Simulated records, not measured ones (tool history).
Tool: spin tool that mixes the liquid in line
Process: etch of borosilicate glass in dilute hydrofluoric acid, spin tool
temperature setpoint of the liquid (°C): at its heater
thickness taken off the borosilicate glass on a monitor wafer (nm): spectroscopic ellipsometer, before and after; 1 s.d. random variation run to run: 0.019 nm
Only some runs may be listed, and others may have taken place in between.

run	hour	temperature setpoint of the liquid (°C)	parts of water to one part of 49 % hydrofluoric acid (parts by volume)	time under the liquid (s)	thickness taken off the borosilicate glass on a monitor wafer (nm)
1	0	21	140	20	3.8033
2	0.7	22	140	20	3.9676
3	9.5	23	140	20	4.1226
4	17.5	20	140	20	3.6391
5	24.6	21	140	20	3.7974
6	29.6	22	140	20	3.9469
7	35.8	23	140	20	4.1035

Run 8, settings as shown, results not yet in. Your forecast:
8	39.9	23	140	20	?

{"run 8": {"thickness taken off the borosilicate glass on a monitor wafer (nm)": 4.1373}}
